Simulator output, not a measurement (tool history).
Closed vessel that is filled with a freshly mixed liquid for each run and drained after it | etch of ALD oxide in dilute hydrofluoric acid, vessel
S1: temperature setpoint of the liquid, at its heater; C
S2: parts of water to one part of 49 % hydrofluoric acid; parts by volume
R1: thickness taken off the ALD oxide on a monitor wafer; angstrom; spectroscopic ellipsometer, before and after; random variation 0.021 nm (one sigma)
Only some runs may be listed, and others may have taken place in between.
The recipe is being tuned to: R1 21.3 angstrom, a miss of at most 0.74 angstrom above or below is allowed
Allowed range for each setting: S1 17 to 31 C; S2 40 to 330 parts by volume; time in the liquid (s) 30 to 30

{"run": 1, "hour": 0.0, "S1": 23, "S2": 185, "time in the liquid (s)": 30, "R1": 27.703}
{"run": 2, "hour": 5.0, "S1": 26, "S2": 185, "time in the liquid (s)": 30, "R1": 31.176}
{"run": 3, "hour": 13.4, "S1": 26, "S2": 185, "time in the liquid (s)": 30, "R1": 31.131}
{"run": 4, "hour": 19.4, "S1": 25, "S2": 185, "time in the liquid (s)": 30, "R1": 30.068}
{"run": 5, "hour": 23.5, "S1": 25, "S2": 185, "time in the liquid (s)": 30, "R1": 29.971}
{"hour": 31.6, "done": "thermometer replaced"}
{"run": 6, "hour": 31.6, "S1": 28.5, "S2": 185, "time in the liquid (s)": 30, "R1": 37.318}
{"run": 7, "hour": 34.2, "S1": 27.5, "S2": 185, "time in the liquid (s)": 30, "R1": 36.116}
{"run": 8, "hour": 36.0, "S1": 26.5, "S2": 185, "time in the liquid (s)": 30, "R1": 34.372}
{"run": 9, "hour": 43.9, "S1": 22.5, "S2": 205, "time in the liquid (s)": 30, "R1": 26.941}
{"run": 10, "hour": 45.9, "S1": 22, "S2": 210, "time in the liquid (s)": 30, "R1": 25.873}
{"run": 11, "hour": 53.6, "S1": 21.5, "S2": 210, "time in the liquid (s)": 30, "R1": 24.918}
{"run": 12, "hour": 56.2, "S1": 21, "S2": 210, "time in the liquid (s)": 30, "R1": 24.795}
{"run": 13, "hour": 63.4, "S1": 17, "S2": 220, "time in the liquid (s)": 30, "R1": 19.505}
{"run": 14, "hour": 69.9, "S1": 17.5, "S2": 220, "time in the liquid (s)": 30, "R1": 20.034}

Exactly one of the 4 candidate moves below puts every result within its allowed miss. Which one?
{"run": "A", "hour": 76.4, "S1": 17, "S2": 220, "time in the liquid (s)": 30, "R1": "?"}
{"run": "B", "hour": 76.4, "S1": 17, "S2": 225, "time in the liquid (s)": 30, "R1": "?"}
{"run": "C", "hour": 76.4, "S1": 17, "S2": 235, "time in the liquid (s)": 30, "R1": "?"}
{"run": "D", "hour": 76.4, "S1": 20, "S2": 230, "time in the liquid (s)": 30, "R1": "?"}

move=A R1=19.496
move=B R1=18.978
move=C R1=18.01
move=D R1=20.752
A: its largest miss is bigger than the last run's
B: its largest miss is bigger than the last run's
C: its largest miss is bigger than the last run's
D: every result within its allowed miss
Answer: D

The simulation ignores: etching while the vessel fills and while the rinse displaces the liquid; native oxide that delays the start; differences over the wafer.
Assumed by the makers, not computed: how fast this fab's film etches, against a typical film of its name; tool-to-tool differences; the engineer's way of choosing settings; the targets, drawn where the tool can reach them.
